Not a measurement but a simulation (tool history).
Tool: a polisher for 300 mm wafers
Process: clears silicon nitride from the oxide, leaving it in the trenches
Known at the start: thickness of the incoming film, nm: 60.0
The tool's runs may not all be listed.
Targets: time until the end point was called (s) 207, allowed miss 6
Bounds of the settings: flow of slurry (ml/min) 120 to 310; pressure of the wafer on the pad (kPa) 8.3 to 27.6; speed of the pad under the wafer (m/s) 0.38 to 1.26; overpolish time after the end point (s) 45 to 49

run	hour	flow of slurry (ml/min)	pressure of the wafer on the pad (kPa)	speed of the pad under the wafer (m/s)	overpolish time after the end point (s)	time until the end point was called (s)
1	0	200	17.9	0.82	45	128.39
2	1.1	200	21.4	0.82	45	112.27
3	5.2	200	22.8	0.82	45	105.04
4	6.6	200	22.8	0.64	45	125.33
5	13.4	200	26.9	0.64	45	109.56
6	21.1	220	26.9	0.64	45	107.06
7	26.5	215	22.8	0.62	45	129.25
8	31.6	215	19.3	0.62	45	143.07
9	34	205	16.5	0.62	45	167.88
# hour 42.9: worn pad replaced by a new one
10	42.9	190	15.9	0.62	45	155.95
11	51.2	220	15.2	0.62	45	155.71
12	58	195	13.8	0.62	45	174.26

4 next moves are on the table. One of them brings every result within its allowed miss. Which?
A	64.8	220	14.5	0.42	45	?
B	64.8	195	14.5	0.52	45	?
C	64.8	185	15.2	0.66	45	?
D	64.8	145	13.1	0.46	49	?

move	time until the end point was called (s)
A	205.58
B	183.94
C	153.24
D	224.21
A: meets every target
B: nearer than the last run, and not there yet
C: further off than the last run
D: takes the result that was furthest off past its target
The right move is A.

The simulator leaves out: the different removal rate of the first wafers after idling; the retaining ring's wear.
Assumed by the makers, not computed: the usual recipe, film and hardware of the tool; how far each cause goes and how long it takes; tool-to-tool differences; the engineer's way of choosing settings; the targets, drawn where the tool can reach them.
